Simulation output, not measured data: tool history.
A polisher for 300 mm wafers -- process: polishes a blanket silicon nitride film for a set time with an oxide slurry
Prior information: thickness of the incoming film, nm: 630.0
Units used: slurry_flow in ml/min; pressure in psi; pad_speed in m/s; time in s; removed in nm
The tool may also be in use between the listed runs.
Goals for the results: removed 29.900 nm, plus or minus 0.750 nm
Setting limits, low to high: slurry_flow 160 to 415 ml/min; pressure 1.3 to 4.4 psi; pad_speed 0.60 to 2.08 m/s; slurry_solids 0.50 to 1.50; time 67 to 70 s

Run 1, hour 0.0: slurry_flow 265 ml/min, pressure 2.8 psi, pad_speed 1.34 m/s, slurry_solids 1.00, time 67 s. Result: removed 46.407 nm.
Run 2, hour 8.2: slurry_flow 260 ml/min, pressure 2.5 psi, pad_speed 1.34 m/s, slurry_solids 1.00, time 67 s. Result: removed 41.689 nm.
Run 3, hour 9.2: slurry_flow 255 ml/min, pressure 2.3 psi, pad_speed 1.34 m/s, slurry_solids 1.00, time 67 s. Result: removed 38.613 nm.
Run 4, hour 12.6: slurry_flow 250 ml/min, pressure 2.1 psi, pad_speed 1.34 m/s, slurry_solids 1.00, time 67 s. Result: removed 34.979 nm.
Run 5, hour 15.7: slurry_flow 250 ml/min, pressure 2.1 psi, pad_speed 1.34 m/s, slurry_solids 1.20, time 67 s. Result: removed 37.468 nm.
Run 6, hour 16.6: slurry_flow 210 ml/min, pressure 2.1 psi, pad_speed 1.34 m/s, slurry_solids 1.20, time 67 s. Result: removed 37.263 nm.
Run 7, hour 17.7: slurry_flow 210 ml/min, pressure 2.1 psi, pad_speed 1.34 m/s, slurry_solids 1.20, time 67 s. Result: removed 37.043 nm.
Run 8, hour 22.9: slurry_flow 210 ml/min, pressure 2.0 psi, pad_speed 1.34 m/s, slurry_solids 1.20, time 67 s. Result: removed 34.848 nm.
Run 9, hour 29.3: slurry_flow 200 ml/min, pressure 1.6 psi, pad_speed 1.34 m/s, slurry_solids 1.20, time 67 s. Result: removed 28.629 nm.
Run 10, hour 34.2: slurry_flow 205 ml/min, pressure 1.6 psi, pad_speed 1.34 m/s, slurry_solids 1.20, time 67 s. Result: removed 28.463 nm.
Run 11, hour 41.8: slurry_flow 205 ml/min, pressure 1.6 psi, pad_speed 1.34 m/s, slurry_solids 1.20, time 67 s. Result: removed 28.414 nm.
Run 12, hour 49.6: slurry_flow 210 ml/min, pressure 1.6 psi, pad_speed 1.34 m/s, slurry_solids 1.20, time 67 s. Result: removed 28.642 nm.
Run 13, hour 57.0: slurry_flow 210 ml/min, pressure 1.6 psi, pad_speed 1.34 m/s, slurry_solids 1.20, time 67 s. Result: removed 28.405 nm.
Run 14, hour 60.5: slurry_flow 215 ml/min, pressure 1.6 psi, pad_speed 1.34 m/s, slurry_solids 1.20, time 67 s. Result: removed 28.755 nm.
Run 15, hour 69.0: slurry_flow 220 ml/min, pressure 1.6 psi, pad_speed 1.34 m/s, slurry_solids 1.20, time 67 s. Result: removed 28.496 nm.
Run 16, hour 72.2: slurry_flow 220 ml/min, pressure 1.6 psi, pad_speed 1.34 m/s, slurry_solids 1.20, time 67 s. Result: removed 28.726 nm.
Run 17, hour 78.0: slurry_flow 225 ml/min, pressure 1.6 psi, pad_speed 1.34 m/s, slurry_solids 1.20, time 67 s. Result: removed 28.458 nm.

Below are 5 possible settings for the next run. Only one of them brings all results inside the allowed miss of their targets. Which is it?
Run A, hour 83.8: slurry_flow 190 ml/min, pressure 1.8 psi, pad_speed 1.24 m/s, slurry_solids 1.25, time 70 s. Result: removed ?.
Run B, hour 83.8: slurry_flow 295 ml/min, pressure 1.6 psi, pad_speed 1.38 m/s, slurry_solids 1.05, time 70 s. Result: removed ?.
Run C, hour 83.8: slurry_flow 215 ml/min, pressure 1.6 psi, pad_speed 1.26 m/s, slurry_solids 1.25, time 69 s. Result: removed ?.
Run D, hour 83.8: slurry_flow 245 ml/min, pressure 1.8 psi, pad_speed 1.16 m/s, slurry_solids 1.05, time 67 s. Result: removed ?.
Run E, hour 83.8: slurry_flow 255 ml/min, pressure 1.4 psi, pad_speed 1.44 m/s, slurry_solids 1.25, time 67 s. Result: removed ?.

move  removed
   A   30.967
   B   29.495
   C   28.058
   D   27.117
   E   27.136
A: takes the result that was furthest off past its target
B: meets every target
C: lands further from the targets than the last run did
D: lands further from the targets than the last run did
E: lands further from the targets than the last run did
Move B is the one to make.
